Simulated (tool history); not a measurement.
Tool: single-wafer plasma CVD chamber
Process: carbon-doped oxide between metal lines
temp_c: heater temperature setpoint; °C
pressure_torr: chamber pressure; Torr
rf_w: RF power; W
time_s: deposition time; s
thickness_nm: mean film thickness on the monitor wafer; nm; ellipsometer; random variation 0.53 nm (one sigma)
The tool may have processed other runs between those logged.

run  hour  temp_c  pressure_torr  rf_w  time_s  thickness_nm
  1   0.0     350           5.60   515    21.2        105.89
  2   6.4     350           5.60   490    21.2        101.90
  3  12.1     349           5.74   520    21.3        107.32
  4  13.2     349           6.33   520    21.3        109.18
  5  15.6     349           6.33   520    21.9        112.32
  6  18.2     347           6.49   540    21.9        117.54
  7  19.2     345           6.66   550    21.9        118.88
  8  24.0     344           6.77   565    21.9        122.55
  9  32.3     344           6.77   565    21.9        122.20

The next listed run, before its measurement:
 10  40.1     343           6.88   575    21.9             ?

{"run 10": {"thickness_nm": 124.92}}
